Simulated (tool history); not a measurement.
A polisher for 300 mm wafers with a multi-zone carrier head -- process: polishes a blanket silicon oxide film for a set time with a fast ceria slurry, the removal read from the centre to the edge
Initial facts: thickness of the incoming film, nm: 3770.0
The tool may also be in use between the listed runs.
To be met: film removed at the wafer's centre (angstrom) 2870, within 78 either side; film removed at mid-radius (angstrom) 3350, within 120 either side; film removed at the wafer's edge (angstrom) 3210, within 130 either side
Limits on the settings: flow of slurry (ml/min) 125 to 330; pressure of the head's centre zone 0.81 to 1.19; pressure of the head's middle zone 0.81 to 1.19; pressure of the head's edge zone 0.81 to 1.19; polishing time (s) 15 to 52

| run | hour | flow of slurry (ml/min) | pressure of the head's centre zone | pressure of the head's middle zone | pressure of the head's edge zone | polishing time (s) | film removed at the wafer's centre (angstrom) | film removed at mid-radius (angstrom) | film removed at the wafer's edge (angstrom) |
|---|---|---|---|---|---|---|---|---|---|
| 1 | 0 | 210 | 1 | 1 | 1 | 33 | 5976.8 | 6114 | 5998.4 |
| 2 | 4.9 | 200 | 0.95 | 0.99 | 0.96 | 28 | 4835.5 | 5023.2 | 4982.4 |
| 3 | 9 | 220 | 0.95 | 0.99 | 0.96 | 28 | 4833.7 | 5103.3 | 5014.2 |
| 4 | 16.7 | 220 | 0.95 | 0.99 | 0.96 | 20 | 3443.9 | 3674.1 | 3624.3 |
| 5 | 25.3 | 220 | 0.93 | 1 | 0.95 | 19 | 3221.8 | 3563.9 | 3431.2 |
| 6 | 30.3 | 220 | 0.93 | 0.95 | 0.95 | 19 | 3267.2 | 3422.4 | 3481.2 |
| 7 | 33.5 | 220 | 0.9 | 0.96 | 0.93 | 19 | 3098 | 3369.5 | 3339.2 |
| 8 | 36.5 | 220 | 0.89 | 0.97 | 0.93 | 19 | 3029.7 | 3422.8 | 3321.6 |
| 9 | 45 | 220 | 0.88 | 0.97 | 0.92 | 19 | 3016 | 3401.6 | 3383.9 |

Next run, 5 choices. One meets every target within its allowed miss, the rest don't. Which?
| A | 53.5 | 215 | 0.81 | 0.9 | 0.93 | 20 | ? | ? | ? |
| B | 53.5 | 150 | 0.94 | 0.84 | 0.94 | 21 | ? | ? | ? |
| C | 53.5 | 270 | 0.92 | 1.02 | 0.9 | 18 | ? | ? | ? |
| D | 53.5 | 190 | 0.9 | 1.03 | 0.97 | 18 | ? | ? | ? |
| E | 53.5 | 220 | 0.9 | 0.96 | 0.9 | 19 | ? | ? | ? |

| move | film removed at the wafer's centre (angstrom) | film removed at mid-radius (angstrom) | film removed at the wafer's edge (angstrom) |
|---|---|---|---|
| A | 2943.4 | 3412.4 | 3572.1 |
| B | 3443.5 | 3258.9 | 3670.3 |
| C | 3085.8 | 3481.3 | 3212.9 |
| D | 2908.8 | 3395.5 | 3242.2 |
| E | 3118.8 | 3427.2 | 3346.8 |
A: meets the target for the result that was furthest off, but another lies outside its allowed miss
B: lands further from the targets than the last run did
C: lands further from the targets than the last run did
D: every result within its allowed miss
E: lands further from the targets than the last run did
Move D is the one to make.
